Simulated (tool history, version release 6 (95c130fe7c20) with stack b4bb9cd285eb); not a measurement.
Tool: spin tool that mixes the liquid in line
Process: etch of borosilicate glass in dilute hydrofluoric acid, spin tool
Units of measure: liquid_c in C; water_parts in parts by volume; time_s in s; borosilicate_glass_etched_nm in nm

run  hour  liquid_c  water_parts  time_s  borosilicate_glass_etched_nm
  1   0.0      23.0          265      70                        3.9536
  2   7.0      23.0          225      70                        4.8217
  3  10.0      25.5          225      70                        5.3211
  4  17.0      25.5          160      70                        7.9948
  5  19.9      27.5          160      70                        8.6339
  6  24.5      25.5          190      70                        6.5345
  7  28.1      21.5          295      70                        3.2530
  8  35.6      20.5          300      70                        3.0863
  9  40.4      20.0          305      70                        2.9756
 10  43.9      19.5          310      70                        2.8456

For run 11, what comes out?
 11  51.5      19.0          315      70                             ?

{"run 11": {"borosilicate_glass_etched_nm": 2.7378}}
